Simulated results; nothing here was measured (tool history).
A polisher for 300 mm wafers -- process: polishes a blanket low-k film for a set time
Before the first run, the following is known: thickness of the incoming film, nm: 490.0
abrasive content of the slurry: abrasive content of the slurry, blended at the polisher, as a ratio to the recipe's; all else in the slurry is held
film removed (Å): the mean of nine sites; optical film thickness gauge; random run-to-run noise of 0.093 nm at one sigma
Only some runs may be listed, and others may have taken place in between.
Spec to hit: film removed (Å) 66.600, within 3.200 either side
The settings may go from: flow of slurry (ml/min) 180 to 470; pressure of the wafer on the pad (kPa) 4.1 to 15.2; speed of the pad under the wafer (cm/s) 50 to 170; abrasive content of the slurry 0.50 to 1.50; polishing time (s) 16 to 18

run	hour	flow of slurry (ml/min)	pressure of the wafer on the pad (kPa)	speed of the pad under the wafer (cm/s)	abrasive content of the slurry	polishing time (s)	film removed (Å)
1	0.0	300	9.7	110	1.00	18	38.950
2	4.9	300	10.3	110	1.00	18	40.730
3	5.7	300	10.3	110	0.90	18	37.435
4	8.4	300	10.3	110	0.90	16	33.838
5	14.0	300	11.0	114	0.90	16	36.664
6	23.0	300	11.7	120	0.90	16	39.168
# hour 27.6: conditioning disc replaced and pad reconditioned
7	27.6	300	11.7	126	0.90	16	52.999
8	29.5	300	13.1	126	0.90	16	59.779
9	36.3	300	13.8	126	0.90	16	62.141

Exactly one of the 5 candidate moves below puts every result within its allowed miss. Which one?
A	43.1	290	13.1	124	0.90	17	?
B	43.1	250	15.2	86	0.95	18	?
C	43.1	185	11.7	108	1.10	18	?
D	43.1	465	11.7	156	0.85	17	?
E	43.1	300	13.1	136	0.80	17	?

move	film removed (Å)
A	61.327
B	57.506
C	57.318
D	65.200
E	60.006
A: misses by more than the last run did
B: misses by more than the last run did
C: misses by more than the last run did
D: every result within its allowed miss
E: misses by more than the last run did
D meets every target.

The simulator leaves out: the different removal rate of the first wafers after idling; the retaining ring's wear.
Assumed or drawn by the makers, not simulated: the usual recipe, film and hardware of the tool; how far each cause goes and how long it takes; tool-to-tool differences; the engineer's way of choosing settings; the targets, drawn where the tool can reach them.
